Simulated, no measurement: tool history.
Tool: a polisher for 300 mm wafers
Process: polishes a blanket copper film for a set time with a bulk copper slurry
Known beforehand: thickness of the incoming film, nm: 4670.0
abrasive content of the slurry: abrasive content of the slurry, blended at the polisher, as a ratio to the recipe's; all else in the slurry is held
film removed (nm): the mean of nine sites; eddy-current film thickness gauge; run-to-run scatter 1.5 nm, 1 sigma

run	hour	flow of slurry (ml/min)	pressure of the wafer on the pad (kPa)	speed of the pad under the wafer (m/s)	abrasive content of the slurry	polishing time (s)	film removed (nm)
1	0	170	20	0.96	1	51	427.54
2	4.9	170	20	0.96	1	51	425.61
3	7.7	170	15.2	0.96	1	51	361
4	14.6	165	13.8	0.9	1	51	314.08
5	16.5	155	12.4	0.88	1	51	288.31
6	23.3	155	12.4	0.88	1.1	51	298.71
7	32.3	150	11.7	0.84	1.1	51	270.7
8	38.7	145	11	0.82	1.1	51	257.99
9	44.8	140	10.3	0.8	1.1	51	236.98
10	50.7	135	10.3	0.8	1.1	51	235.37
11	53.8	130	10.3	0.8	1.1	51	235.8

Predict the results of run 12:
12	58.9	125	10.3	0.8	1.1	51	?

film removed (nm): 233.06

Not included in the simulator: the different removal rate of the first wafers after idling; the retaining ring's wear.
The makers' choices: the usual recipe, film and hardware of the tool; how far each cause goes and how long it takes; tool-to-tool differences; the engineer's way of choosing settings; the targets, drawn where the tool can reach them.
